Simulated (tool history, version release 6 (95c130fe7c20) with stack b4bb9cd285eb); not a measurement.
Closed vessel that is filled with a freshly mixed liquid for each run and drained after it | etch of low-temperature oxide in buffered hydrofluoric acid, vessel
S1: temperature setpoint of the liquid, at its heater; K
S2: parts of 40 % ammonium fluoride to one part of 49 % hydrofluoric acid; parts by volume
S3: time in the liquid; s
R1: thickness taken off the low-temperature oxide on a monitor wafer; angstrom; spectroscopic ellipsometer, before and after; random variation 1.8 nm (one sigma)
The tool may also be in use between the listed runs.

run	day	S1	S2	S3	R1
1	0.000	293.15	7	30	2271.8
2	0.088	294.15	7	30	2405.4
3	0.125	294.15	7	30	2395.0
4	0.400	295.15	7	30	2569.7
5	0.746	295.65	7	30	2652.3
6	0.946	296.15	7	30	2672.9
7	1.296	296.65	7	30	2784.6

Forecast run 8:
8	1.629	297.15	7	30	?

R1: 2858.5 angstrom
